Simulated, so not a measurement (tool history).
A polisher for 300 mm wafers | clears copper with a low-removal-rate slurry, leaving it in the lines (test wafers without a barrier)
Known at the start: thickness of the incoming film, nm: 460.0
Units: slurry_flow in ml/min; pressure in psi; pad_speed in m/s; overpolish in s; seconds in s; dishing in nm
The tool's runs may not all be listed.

run  hour  slurry_flow  pressure  pad_speed  slurry_solids  overpolish  seconds  dishing
  1     0          300       3.8        1.1              1          18   119.34   47.396
  2   0.9          300       3.8        1.1              1          22      121   55.022
  3   5.7          300       3.8        1.1           1.15          22   116.34   58.521
  4   6.6          300       3.3        1.1           1.15          24   135.65   56.163
  5   9.3          300       3.3       0.96           1.15          24   151.96   49.071
  6  12.5          300       3.7       0.96           1.15          24   137.76   54.889
  7  14.6          300       3.4       0.96           1.15          26   148.66   54.187
  8  21.4          300       3.1       0.96           1.15          27   158.83   53.219
  9    27          300       2.9       0.96           1.15          28   170.42   52.105

The next listed run, before its measurement:
 10  32.6          300       2.8       0.96           1.15          29        ?        ?

{"run 10": {"seconds": 179.07, "dishing": 48.732}}

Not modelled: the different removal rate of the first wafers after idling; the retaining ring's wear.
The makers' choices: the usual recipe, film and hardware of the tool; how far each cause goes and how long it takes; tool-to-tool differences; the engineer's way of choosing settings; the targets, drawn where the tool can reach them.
